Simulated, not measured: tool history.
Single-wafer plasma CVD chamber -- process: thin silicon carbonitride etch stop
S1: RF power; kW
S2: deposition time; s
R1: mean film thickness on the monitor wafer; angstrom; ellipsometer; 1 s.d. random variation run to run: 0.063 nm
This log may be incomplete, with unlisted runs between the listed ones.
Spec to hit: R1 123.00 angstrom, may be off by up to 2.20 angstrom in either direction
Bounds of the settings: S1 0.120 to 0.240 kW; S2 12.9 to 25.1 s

run,day,S1,S2,R1
1,0.000,0.180,19.0,109.29
2,0.138,0.190,19.3,113.26
3,0.262,0.200,19.4,114.78
4,0.404,0.200,17.0,100.97
5,0.638,0.200,19.2,114.05
6,0.696,0.205,19.4,115.75
7,0.812,0.210,19.6,116.96
8,1.079,0.215,19.8,119.30
9,1.404,0.220,19.9,120.06

Pick the move, out of 5, that brings all results within their allowed miss; only one does.
A,1.729,0.215,20.3,?
B,1.729,0.215,19.5,?
C,1.729,0.160,21.2,?
D,1.729,0.210,19.9,?
E,1.729,0.240,18.5,?

move,R1
A,122.76
B,117.92
C,118.33
D,119.56
E,115.32
A: all results land within tolerance of their targets
B: its largest miss is bigger than the last run's
C: its largest miss is bigger than the last run's
D: its largest miss is bigger than the last run's
E: its largest miss is bigger than the last run's
A meets every target.
